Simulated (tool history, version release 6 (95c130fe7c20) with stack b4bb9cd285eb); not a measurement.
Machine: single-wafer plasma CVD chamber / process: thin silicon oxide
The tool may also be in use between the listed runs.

run,day,heater temperature setpoint (K),chamber pressure (Torr),RF power (W),deposition time (s),mean film thickness on the monitor wafer (nm)
1,0.000,668.15,0.925,260,8.7,16.683
2,0.304,668.15,0.969,260,8.7,17.291
3,0.412,668.15,0.969,260,8.7,17.162
4,0.462,668.15,1.013,260,8.7,17.750
5,0.483,668.15,1.013,285,8.7,18.881
6,0.788,668.15,1.159,285,8.7,20.336
7,1.142,668.15,1.175,285,8.7,20.654
8,1.358,668.15,1.187,285,8.7,20.838

For run 9, what comes out?
9,1.500,668.15,1.197,285,8.7,?

Logged for run 9: mean film thickness on the monitor wafer (nm) 20.970.

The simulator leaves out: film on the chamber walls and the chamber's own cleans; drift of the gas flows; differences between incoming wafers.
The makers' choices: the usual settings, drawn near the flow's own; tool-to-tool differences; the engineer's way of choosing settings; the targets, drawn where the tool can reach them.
